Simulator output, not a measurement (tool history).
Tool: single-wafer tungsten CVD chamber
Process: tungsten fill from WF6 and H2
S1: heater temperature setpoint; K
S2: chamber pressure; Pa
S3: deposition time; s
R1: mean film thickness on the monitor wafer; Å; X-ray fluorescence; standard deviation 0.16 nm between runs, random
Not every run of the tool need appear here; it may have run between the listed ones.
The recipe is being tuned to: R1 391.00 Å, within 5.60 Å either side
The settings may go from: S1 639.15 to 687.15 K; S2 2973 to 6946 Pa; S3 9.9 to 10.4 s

{"run": 1, "hour": 0.0, "S1": 663.15, "S2": 4960, "S3": 10.4, "R1": 282.98}
{"run": 2, "hour": 8.9, "S1": 663.15, "S2": 5266, "S3": 10.4, "R1": 292.43}
{"run": 3, "hour": 12.8, "S1": 670.15, "S2": 5266, "S3": 10.4, "R1": 338.11}
{"run": 4, "hour": 13.7, "S1": 672.15, "S2": 5266, "S3": 10.4, "R1": 355.18}
{"run": 5, "hour": 21.2, "S1": 672.15, "S2": 5266, "S3": 10.4, "R1": 354.46}
{"run": 6, "hour": 25.3, "S1": 672.15, "S2": 5266, "S3": 10.4, "R1": 352.52}
{"run": 7, "hour": 30.2, "S1": 673.15, "S2": 5266, "S3": 10.4, "R1": 360.1}
{"run": 8, "hour": 33.0, "S1": 673.15, "S2": 5266, "S3": 10.4, "R1": 359.57}
{"run": 9, "hour": 39.6, "S1": 674.15, "S2": 5266, "S3": 10.4, "R1": 366.63}
{"run": 10, "hour": 41.5, "S1": 674.15, "S2": 5266, "S3": 10.4, "R1": 368.0}
{"run": 11, "hour": 49.6, "S1": 675.15, "S2": 5266, "S3": 10.4, "R1": 375.88}
{"run": 12, "hour": 51.4, "S1": 676.15, "S2": 5266, "S3": 10.4, "R1": 383.7}

Exercise: of the 5 proposed moves below, exactly one satisfies all targets within the stated allowed misses. Which move is it?
{"run": "A", "hour": 53.2, "S1": 682.15, "S2": 4280, "S3": 10.4, "R1": "?"}
{"run": "B", "hour": 53.2, "S1": 678.15, "S2": 5320, "S3": 9.9, "R1": "?"}
{"run": "C", "hour": 53.2, "S1": 674.15, "S2": 5880, "S3": 10.1, "R1": "?"}
{"run": "D", "hour": 53.2, "S1": 675.15, "S2": 5426, "S3": 10.4, "R1": "?"}
{"run": "E", "hour": 53.2, "S1": 674.15, "S2": 5466, "S3": 10.1, "R1": "?"}

move=A R1=389.68
move=B R1=380.51
move=C R1=375.36
move=D R1=379.98
move=E R1=362.85
A: every result lands within tolerance
B: the biggest miss grows against the last run
C: the biggest miss grows against the last run
D: the biggest miss grows against the last run
E: the biggest miss grows against the last run
A is the move that brings every result within its allowed miss.
